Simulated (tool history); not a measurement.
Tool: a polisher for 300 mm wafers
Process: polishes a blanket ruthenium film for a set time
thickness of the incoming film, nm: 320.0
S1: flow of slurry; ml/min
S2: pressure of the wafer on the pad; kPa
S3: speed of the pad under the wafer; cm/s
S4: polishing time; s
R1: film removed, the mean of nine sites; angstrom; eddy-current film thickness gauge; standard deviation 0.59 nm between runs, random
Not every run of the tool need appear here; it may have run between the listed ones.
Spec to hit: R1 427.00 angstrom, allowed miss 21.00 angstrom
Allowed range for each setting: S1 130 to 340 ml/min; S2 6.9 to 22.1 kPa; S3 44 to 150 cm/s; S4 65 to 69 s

run 1 hour=0.0 | S1=220 S2=14.5 S3=96 S4=65 | R1=691.82
run 2 hour=7.9 | S1=220 S2=12.4 S3=94 S4=65 | R1=591.30
run 3 hour=8.5 | S1=220 S2=12.4 S3=94 S4=65 | R1=601.20
run 4 hour=17.2 | S1=220 S2=12.4 S3=94 S4=65 | R1=584.58
run 5 hour=22.1 | S1=220 S2=11.0 S3=94 S4=65 | R1=540.01
run 6 hour=28.1 | S1=200 S2=11.0 S3=94 S4=65 | R1=542.28
run 7 hour=32.3 | S1=200 S2=9.7 S3=94 S4=65 | R1=475.73
-- hour=36.5 head pressure recalibrated
run 8 hour=36.5 | S1=200 S2=8.3 S3=94 S4=65 | R1=377.51

Exercise: of the 5 proposed moves below, exactly one satisfies all targets within the stated allowed misses. Which move is it?
run A hour=40.7 | S1=250 S2=9.7 S3=84 S4=69 | R1=?
run B hour=40.7 | S1=175 S2=9.7 S3=68 S4=65 | R1=?
run C hour=40.7 | S1=190 S2=8.3 S3=76 S4=65 | R1=?
run D hour=40.7 | S1=170 S2=6.9 S3=88 S4=69 | R1=?
run E hour=40.7 | S1=220 S2=8.3 S3=90 S4=66 | R1=?

move=A R1=430.65
move=B R1=323.44
move=C R1=312.65
move=D R1=318.68
move=E R1=376.66
A: meets every target
B: lands further from the targets than the last run did
C: lands further from the targets than the last run did
D: lands further from the targets than the last run did
E: as far off as the last run
The right move is A.
